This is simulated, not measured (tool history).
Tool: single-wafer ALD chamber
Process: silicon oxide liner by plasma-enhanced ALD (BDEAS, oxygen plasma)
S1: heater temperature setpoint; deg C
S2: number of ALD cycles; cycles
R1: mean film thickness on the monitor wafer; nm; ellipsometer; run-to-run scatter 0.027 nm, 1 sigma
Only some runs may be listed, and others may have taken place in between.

Run 1, hour 0: S1 315 deg C, S2 76 cycles. Result: R1 7.0037 nm.
Run 2, hour 6.1: S1 315 deg C, S2 73 cycles. Result: R1 6.6746 nm.
Run 3, hour 13.6: S1 315 deg C, S2 71 cycles. Result: R1 6.5493 nm.
Run 4, hour 17.7: S1 319 deg C, S2 71 cycles. Result: R1 6.5204 nm.
Run 5, hour 22: S1 310 deg C, S2 71 cycles. Result: R1 6.5803 nm.
Run 6, hour 26: S1 304 deg C, S2 71 cycles. Result: R1 6.6922 nm.
Run 7, hour 32: S1 305 deg C, S2 69 cycles. Result: R1 6.442 nm.
Run 8, hour 35.7: S1 305 deg C, S2 67 cycles. Result: R1 6.2342 nm.

Run 9 comes next. What will it give?
Run 9, hour 40.4: S1 305 deg C, S2 66 cycles. Result: R1 ?.

R1: 6.1433 nm

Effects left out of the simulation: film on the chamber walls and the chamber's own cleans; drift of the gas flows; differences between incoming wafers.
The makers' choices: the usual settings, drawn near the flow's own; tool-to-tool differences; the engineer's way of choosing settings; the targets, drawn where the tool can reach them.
